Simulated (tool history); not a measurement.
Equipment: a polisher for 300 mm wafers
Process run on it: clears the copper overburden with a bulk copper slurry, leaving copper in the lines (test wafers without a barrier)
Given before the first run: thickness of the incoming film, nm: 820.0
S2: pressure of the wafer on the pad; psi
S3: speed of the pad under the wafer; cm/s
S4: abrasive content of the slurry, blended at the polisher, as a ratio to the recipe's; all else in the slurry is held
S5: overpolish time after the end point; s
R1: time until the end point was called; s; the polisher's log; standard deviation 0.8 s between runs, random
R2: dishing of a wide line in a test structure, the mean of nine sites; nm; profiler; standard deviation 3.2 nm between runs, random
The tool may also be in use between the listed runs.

run 1 hour=0.0 | flow_of_slurry_(ml/min)=220 S2=2.6 S3=126 S4=1.0 S5=26 | R1=84.961 R2=109.64
run 2 hour=5.8 | flow_of_slurry_(ml/min)=220 S2=2.8 S3=126 S4=1.0 S5=25 | R1=81.433 R2=111.60
run 3 hour=9.9 | flow_of_slurry_(ml/min)=220 S2=2.3 S3=126 S4=1.0 S5=25 | R1=91.702 R2=102.52
run 4 hour=14.7 | flow_of_slurry_(ml/min)=220 S2=2.6 S3=128 S4=1.0 S5=25 | R1=85.705 R2=111.41
run 5 hour=19.0 | flow_of_slurry_(ml/min)=220 S2=2.6 S3=128 S4=0.8 S5=25 | R1=89.067 R2=108.78
run 6 hour=23.5 | flow_of_slurry_(ml/min)=270 S2=2.6 S3=128 S4=0.8 S5=25 | R1=87.575 R2=110.13
run 7 hour=30.8 | flow_of_slurry_(ml/min)=270 S2=2.8 S3=130 S4=0.8 S5=24 | R1=81.218 R2=111.89
run 8 hour=39.8 | flow_of_slurry_(ml/min)=270 S2=3.0 S3=130 S4=0.8 S5=24 | R1=78.926 R2=110.44

What will run 9 give?
run 9 hour=44.0 | flow_of_slurry_(ml/min)=270 S2=3.2 S3=132 S4=0.8 S5=25 | R1=? R2=?

{"run 9": {"R1": 72.973, "R2": 121.41}}
